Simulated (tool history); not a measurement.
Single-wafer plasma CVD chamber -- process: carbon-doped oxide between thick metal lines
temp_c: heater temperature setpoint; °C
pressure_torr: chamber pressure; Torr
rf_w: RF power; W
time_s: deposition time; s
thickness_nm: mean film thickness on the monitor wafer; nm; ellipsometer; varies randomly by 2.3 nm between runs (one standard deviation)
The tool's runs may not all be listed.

run 1 day=0 | temp_c=355 pressure_torr=6.79 rf_w=560 time_s=99.4 | thickness_nm=494.99
run 2 day=0.279 | temp_c=355 pressure_torr=6.79 rf_w=560 time_s=102.6 | thickness_nm=514
run 3 day=0.458 | temp_c=362 pressure_torr=6.79 rf_w=560 time_s=102.6 | thickness_nm=501.64
run 4 day=0.525 | temp_c=357 pressure_torr=7.12 rf_w=570 time_s=102.6 | thickness_nm=519.47
run 5 day=0.804 | temp_c=357 pressure_torr=7.12 rf_w=510 time_s=102.6 | thickness_nm=480.19
run 6 day=1.092 | temp_c=353 pressure_torr=7.34 rf_w=530 time_s=102.6 | thickness_nm=498.94

Predict the results of run 7:
run 7 day=1.446 | temp_c=350 pressure_torr=7.46 rf_w=550 time_s=102.6 | thickness_nm=?

Run 7 gave thickness_nm 514.18 nm.
